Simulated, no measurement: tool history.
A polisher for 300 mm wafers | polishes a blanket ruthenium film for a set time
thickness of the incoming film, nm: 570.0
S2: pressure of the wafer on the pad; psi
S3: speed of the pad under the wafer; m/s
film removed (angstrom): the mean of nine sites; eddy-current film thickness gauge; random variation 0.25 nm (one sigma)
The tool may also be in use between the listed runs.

Run 1, hour 0.0: flow of slurry (ml/min) 205, S2 2.4 psi, S3 0.92 m/s, polishing time (s) 27. Result: film removed (angstrom) 304.29.
Run 2, hour 4.8: flow of slurry (ml/min) 205, S2 2.2 psi, S3 0.92 m/s, polishing time (s) 27. Result: film removed (angstrom) 282.73.
Run 3, hour 6.7: flow of slurry (ml/min) 205, S2 2.0 psi, S3 0.92 m/s, polishing time (s) 27. Result: film removed (angstrom) 252.63.
Run 4, hour 15.6: flow of slurry (ml/min) 205, S2 2.0 psi, S3 1.14 m/s, polishing time (s) 27. Result: film removed (angstrom) 319.78.
Run 5, hour 22.2: flow of slurry (ml/min) 205, S2 2.0 psi, S3 1.14 m/s, polishing time (s) 24. Result: film removed (angstrom) 284.93.
Run 6, hour 30.9: flow of slurry (ml/min) 205, S2 2.0 psi, S3 1.22 m/s, polishing time (s) 24. Result: film removed (angstrom) 306.51.
Run 7, hour 31.4: flow of slurry (ml/min) 205, S2 1.8 psi, S3 1.22 m/s, polishing time (s) 24. Result: film removed (angstrom) 274.59.
Run 8, hour 33.4: flow of slurry (ml/min) 205, S2 1.6 psi, S3 1.22 m/s, polishing time (s) 24. Result: film removed (angstrom) 241.96.
Run 9, hour 38.4: flow of slurry (ml/min) 205, S2 1.6 psi, S3 1.22 m/s, polishing time (s) 24. Result: film removed (angstrom) 242.35.
Run 10, hour 41.9: flow of slurry (ml/min) 205, S2 1.1 psi, S3 1.20 m/s, polishing time (s) 24. Result: film removed (angstrom) 169.53.

The next listed run, before its measurement:
Run 11, hour 46.5: flow of slurry (ml/min) 205, S2 1.2 psi, S3 1.20 m/s, polishing time (s) 24. Result: film removed (angstrom) ?.

Run 11 gave film removed (angstrom) 181.72.
